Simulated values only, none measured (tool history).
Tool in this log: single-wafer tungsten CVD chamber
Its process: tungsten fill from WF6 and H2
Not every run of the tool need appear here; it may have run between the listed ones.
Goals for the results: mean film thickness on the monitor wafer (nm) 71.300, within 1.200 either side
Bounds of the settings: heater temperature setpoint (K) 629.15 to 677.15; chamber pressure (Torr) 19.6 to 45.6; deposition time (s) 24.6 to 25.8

run  hour  heater temperature setpoint (K)  chamber pressure (Torr)  deposition time (s)  mean film thickness on the monitor wafer (nm)
  1   0.0                           653.15                     32.6                 25.8                                         54.637
  2   8.1                           642.15                     32.6                 25.8                                         42.069
  3  14.4                           638.15                     32.6                 25.8                                         38.380
  4  17.3                           630.15                     32.6                 25.8                                         31.254
  5  24.7                           640.15                     32.8                 25.8                                         40.278
  6  25.9                           640.15                     32.8                 25.8                                         40.576
  7  29.2                           647.15                     32.9                 25.8                                         47.647
  8  38.0                           652.15                     33.0                 25.8                                         53.890
  9  38.5                           655.15                     33.1                 25.8                                         57.919

Which of these 4 next moves meets every target?
  A  39.0                           660.15                     44.9                 25.8                                              ?
  B  39.0                           663.15                     35.1                 25.8                                              ?
  C  39.0                           653.15                     31.1                 24.7                                              ?
  D  39.0                           663.15                     37.9                 25.8                                              ?

move  mean film thickness on the monitor wafer (nm)
   A                                         74.127
   B                                         70.842
   C                                         51.227
   D                                         73.366
A: moves the result that the last run missed by most past its target, out the other side
B: every result lands within tolerance
C: its largest miss is bigger than the last run's
D: moves the result that the last run missed by most past its target, out the other side
B meets every target.
